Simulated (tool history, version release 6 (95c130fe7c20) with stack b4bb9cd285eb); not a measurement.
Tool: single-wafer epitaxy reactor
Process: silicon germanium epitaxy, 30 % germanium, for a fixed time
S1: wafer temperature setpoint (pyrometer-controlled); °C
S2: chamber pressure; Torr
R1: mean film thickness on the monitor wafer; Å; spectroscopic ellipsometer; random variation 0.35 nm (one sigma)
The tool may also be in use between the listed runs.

run 1 hour=0.0 | S1=595 S2=14.8 | R1=478.54
run 2 hour=2.6 | S1=598 S2=14.8 | R1=514.23
run 3 hour=7.6 | S1=599 S2=14.8 | R1=518.26
run 4 hour=10.4 | S1=601 S2=14.8 | R1=541.38
run 5 hour=16.8 | S1=602 S2=14.8 | R1=555.00
run 6 hour=18.8 | S1=592 S2=14.8 | R1=451.63
run 7 hour=25.7 | S1=595 S2=14.8 | R1=480.01
run 8 hour=33.6 | S1=597 S2=14.8 | R1=499.77
run 9 hour=35.5 | S1=599 S2=14.8 | R1=519.97

Forecast run 10:
run 10 hour=43.7 | S1=599 S2=14.8 | R1=?

{"run 10": {"R1": 529.85}}
